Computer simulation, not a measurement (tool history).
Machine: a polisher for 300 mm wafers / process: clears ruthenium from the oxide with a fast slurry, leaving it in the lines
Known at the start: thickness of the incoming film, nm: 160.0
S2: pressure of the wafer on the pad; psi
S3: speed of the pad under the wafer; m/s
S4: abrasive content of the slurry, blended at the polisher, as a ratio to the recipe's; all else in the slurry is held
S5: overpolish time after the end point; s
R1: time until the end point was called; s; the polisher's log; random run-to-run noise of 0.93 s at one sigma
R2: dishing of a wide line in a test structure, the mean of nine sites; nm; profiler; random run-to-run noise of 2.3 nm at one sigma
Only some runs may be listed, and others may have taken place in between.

Run 1, hour 0: flow of slurry (ml/min) 300, S2 1.7 psi, S3 1.04 m/s, S4 1, S5 28 s. Result: R1 58.38 s, R2 56.494 nm.
Run 2, hour 0.8: flow of slurry (ml/min) 375, S2 1.7 psi, S3 1.04 m/s, S4 1, S5 28 s. Result: R1 60.256 s, R2 56.916 nm.
Run 3, hour 7.2: flow of slurry (ml/min) 375, S2 1.7 psi, S3 1.04 m/s, S4 1, S5 24 s. Result: R1 59.915 s, R2 48.714 nm.
Run 4, hour 14.7: flow of slurry (ml/min) 375, S2 1.7 psi, S3 1.04 m/s, S4 1.15, S5 24 s. Result: R1 55.549 s, R2 50.282 nm.
Run 5, hour 21.6: flow of slurry (ml/min) 375, S2 1.7 psi, S3 1.04 m/s, S4 1.15, S5 13 s. Result: R1 57.568 s, R2 29.074 nm.
Run 6, hour 22.2: flow of slurry (ml/min) 375, S2 1.7 psi, S3 1.04 m/s, S4 1.1, S5 15 s. Result: R1 59.275 s, R2 34.097 nm.
Run 7, hour 29.6: flow of slurry (ml/min) 380, S2 1.8 psi, S3 1.04 m/s, S4 1.05, S5 17 s. Result: R1 56.336 s, R2 37.887 nm.
Run 8, hour 38.1: flow of slurry (ml/min) 380, S2 1.8 psi, S3 1.04 m/s, S4 1, S5 19 s. Result: R1 59.35 s, R2 40.313 nm.
Run 9, hour 44.9: flow of slurry (ml/min) 380, S2 1.8 psi, S3 1.04 m/s, S4 1, S5 21 s. Result: R1 56.69 s, R2 43.014 nm.
Run 10, hour 51.9: flow of slurry (ml/min) 380, S2 1.8 psi, S3 1.06 m/s, S4 1, S5 23 s. Result: R1 55.391 s, R2 51.292 nm.
Run 11, hour 52.8: flow of slurry (ml/min) 375, S2 2 psi, S3 1.12 m/s, S4 0.95, S5 37 s. Result: R1 49.756 s, R2 79.608 nm.

Forecast run 12:
Run 12, hour 56.9: flow of slurry (ml/min) 375, S2 2 psi, S3 1.12 m/s, S4 0.95, S5 38 s. Result: R1 ?, R2 ?.

{"run 12": {"R1": 52.656, "R2": 79.704}}
